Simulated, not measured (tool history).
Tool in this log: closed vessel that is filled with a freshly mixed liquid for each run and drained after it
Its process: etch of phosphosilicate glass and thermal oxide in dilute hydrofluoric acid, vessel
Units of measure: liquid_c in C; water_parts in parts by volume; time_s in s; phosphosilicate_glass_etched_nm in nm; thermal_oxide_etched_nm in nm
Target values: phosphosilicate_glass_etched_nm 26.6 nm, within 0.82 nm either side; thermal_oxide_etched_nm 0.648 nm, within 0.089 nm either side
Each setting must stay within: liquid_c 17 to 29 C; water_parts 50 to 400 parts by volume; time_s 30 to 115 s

run,hour,liquid_c,water_parts,time_s,phosphosilicate_glass_etched_nm,thermal_oxide_etched_nm
1,0,21,225,60,42.249,1.0966
2,9.3,21,225,70,49.68,1.1731
3,13.5,17.5,225,70,43.246,1.0147
4,19,17.5,245,70,38.477,0.91297
5,24.6,17.5,260,70,36.487,0.85794
6,30.9,17.5,275,70,33.623,0.82712
7,33,17.5,285,70,32.46,0.76997
8,34.8,17.5,295,70,31.371,0.71239
9,41,17.5,300,70,30.483,0.7292
10,45.8,17.5,305,70,29.558,0.69748
11,49.6,17.5,305,70,29.621,0.73225
12,54.1,17.5,310,70,29.036,0.68343
13,63.1,17.5,315,70,28.436,0.68656
14,71.6,17.5,320,70,28.367,0.67623

4 next moves are on the table. One of them brings every result within its allowed miss. Which?
A,80.1,17,260,50,?,?
B,80.1,20.5,210,35,?,?
C,80.1,18.5,295,65,?,?
D,80.1,22.5,350,60,?,?

move,phosphosilicate_glass_etched_nm,thermal_oxide_etched_nm
A,25.35,0.61497
B,26.315,0.63837
C,29.83,0.72365
D,25.513,0.61893
A: takes the result that was furthest off past its target
B: every result lands within tolerance
C: further off than the last run
D: takes the result that was furthest off past its target
Go with B: it meets all targets.
